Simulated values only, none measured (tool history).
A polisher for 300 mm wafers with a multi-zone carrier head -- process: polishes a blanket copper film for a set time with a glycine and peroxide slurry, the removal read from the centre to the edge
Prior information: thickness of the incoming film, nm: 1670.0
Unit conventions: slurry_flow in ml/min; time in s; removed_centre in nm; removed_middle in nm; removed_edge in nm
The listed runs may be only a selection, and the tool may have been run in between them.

run,hour,slurry_flow,centre_zone,middle_zone,edge_zone,time,removed_centre,removed_middle,removed_edge
1,0,215,1,1,1,46,145.39,156.49,150.6
2,8.4,245,1,1,1,46,154.57,154.5,151.95
3,11.7,245,1,1.06,1,46,155.38,165.28,152.06
4,20.4,245,1.08,1.06,1,46,167.23,165.61,153.33
5,22.7,245,1.08,1.06,0.95,46,165.64,166.95,150.42
6,29.7,280,1.08,1.06,0.95,46,170,164.48,150.25
7,30.4,265,1.03,1.03,0.95,44,150.59,155.37,145.38
8,35.5,260,1.01,1.01,0.94,42,140.75,143.46,137.72
9,36.3,250,0.98,1,0.93,41,132.39,139.88,134.08
10,39.7,250,0.98,1,0.93,41,135.19,142.98,131.9

Run 11 is up next; what results do you expect?
11,45.6,240,0.95,0.98,0.94,40,?,?,?

removed_centre: 127.17 nm
removed_middle: 134.83 nm
removed_edge: 129.57 nm
